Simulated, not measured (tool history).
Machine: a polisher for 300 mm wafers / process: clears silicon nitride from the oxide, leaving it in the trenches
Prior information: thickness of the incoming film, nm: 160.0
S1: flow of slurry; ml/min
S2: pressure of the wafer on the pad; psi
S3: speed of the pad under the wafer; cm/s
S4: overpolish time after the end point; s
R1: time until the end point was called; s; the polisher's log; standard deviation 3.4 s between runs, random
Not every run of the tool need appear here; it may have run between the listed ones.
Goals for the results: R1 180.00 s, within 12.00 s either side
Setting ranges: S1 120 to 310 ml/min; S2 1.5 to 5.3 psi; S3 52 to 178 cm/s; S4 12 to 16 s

run  hour   S1   S2   S3  S4      R1
  1   0.0  200  3.4  114  16  109.65
  2   3.4  200  3.0  114  16  120.17
  3   7.0  200  3.0  114  12  115.22
  4  10.2  200  3.7  114  12  102.29
  5  16.7  200  3.7  114  16  102.97
  6  18.5  160  3.7  114  16  105.99
  7  24.6  160  3.2  110  16  121.47
  8  31.9  160  2.8  106  16  131.81
  9  37.4  160  2.5  102  16  146.17

5 candidate next runs follow, results not yet known. Just one meets every target within its allowed miss. Identify it.
  A  42.9  145  1.5   90  15   ?
  B  42.9  170  2.8  116  14   ?
  C  42.9  170  1.7   76  16   ?
  D  42.9  175  1.9   72  16   ?
  E  42.9  195  2.8   66  13   ?

move      R1
   A  215.43
   B  126.62
   C  225.73
   D  222.54
   E  191.53
A: takes the biggest miss from the last run beyond its target
B: the biggest miss grows against the last run
C: takes the biggest miss from the last run beyond its target
D: takes the biggest miss from the last run beyond its target
E: all results in spec
E meets every target.

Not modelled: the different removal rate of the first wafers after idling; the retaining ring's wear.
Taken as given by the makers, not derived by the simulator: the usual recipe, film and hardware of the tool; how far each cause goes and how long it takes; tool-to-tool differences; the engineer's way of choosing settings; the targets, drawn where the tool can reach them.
